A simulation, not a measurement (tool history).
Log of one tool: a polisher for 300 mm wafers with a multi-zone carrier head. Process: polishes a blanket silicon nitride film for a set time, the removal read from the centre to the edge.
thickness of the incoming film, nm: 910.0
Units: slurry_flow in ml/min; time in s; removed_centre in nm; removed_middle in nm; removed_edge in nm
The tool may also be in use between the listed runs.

run  hour  slurry_flow  centre_zone  middle_zone  edge_zone  time  removed_centre  removed_middle  removed_edge
  1   0.0          315         1.00         1.00       1.00    45          112.72          111.94        106.09
  2   3.6          315         1.00         1.00       0.94    45          114.32          113.90        104.02
  3   4.5          315         1.00         1.08       0.94    45          113.47          121.88        102.96
  4  12.5          320         1.00         1.06       0.99    49          123.25          131.39        116.48
  5  16.4          325         1.01         1.04       1.03    52          131.81          135.39        124.47
  6  21.0          325         1.01         1.04       1.03    45          115.24          117.59        108.10

The next listed run, before its measurement:
  7  25.9          325         1.01         1.02       1.06    49               ?               ?             ?

Run 7 gave removed_centre 125.54 nm, removed_middle 128.15 nm, removed_edge 121.07 nm.
